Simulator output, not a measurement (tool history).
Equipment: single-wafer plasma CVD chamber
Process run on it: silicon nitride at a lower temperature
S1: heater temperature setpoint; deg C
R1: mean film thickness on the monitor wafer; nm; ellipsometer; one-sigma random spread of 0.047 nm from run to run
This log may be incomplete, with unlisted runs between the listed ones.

run 1 hour=0 | S1=345 chamber_pressure_(Torr)=1.5 RF_power_(kW)=0.23 deposition_time_(s)=18.6 | R1=19.135
run 2 hour=2.4 | S1=345 chamber_pressure_(Torr)=1.5 RF_power_(kW)=0.245 deposition_time_(s)=18.6 | R1=20.132
run 3 hour=6.1 | S1=345 chamber_pressure_(Torr)=1.5 RF_power_(kW)=0.235 deposition_time_(s)=18.6 | R1=19.416
run 4 hour=11.2 | S1=345 chamber_pressure_(Torr)=1.42 RF_power_(kW)=0.22 deposition_time_(s)=18.5 | R1=18.178
run 5 hour=15.3 | S1=345 chamber_pressure_(Torr)=1.42 RF_power_(kW)=0.22 deposition_time_(s)=17.7 | R1=17.314
run 6 hour=21.2 | S1=345 chamber_pressure_(Torr)=1.22 RF_power_(kW)=0.22 deposition_time_(s)=17.7 | R1=16.568
run 7 hour=26.2 | S1=345 chamber_pressure_(Torr)=1.17 RF_power_(kW)=0.215 deposition_time_(s)=17.7 | R1=16.014
run 8 hour=32.4 | S1=345 chamber_pressure_(Torr)=1.13 RF_power_(kW)=0.21 deposition_time_(s)=17.7 | R1=15.538
run 9 hour=39.3 | S1=345 chamber_pressure_(Torr)=1.09 RF_power_(kW)=0.205 deposition_time_(s)=17.7 | R1=15.062
run 10 hour=42.5 | S1=345 chamber_pressure_(Torr)=1.06 RF_power_(kW)=0.2 deposition_time_(s)=17.7 | R1=14.633
run 11 hour=44.9 | S1=345 chamber_pressure_(Torr)=1.03 RF_power_(kW)=0.2 deposition_time_(s)=17.7 | R1=14.499

Run 12, settings as shown, results not yet in. Your forecast:
run 12 hour=51.2 | S1=345 chamber_pressure_(Torr)=1.01 RF_power_(kW)=0.2 deposition_time_(s)=17.7 | R1=?

Run 12 came out at R1 14.396 nm.
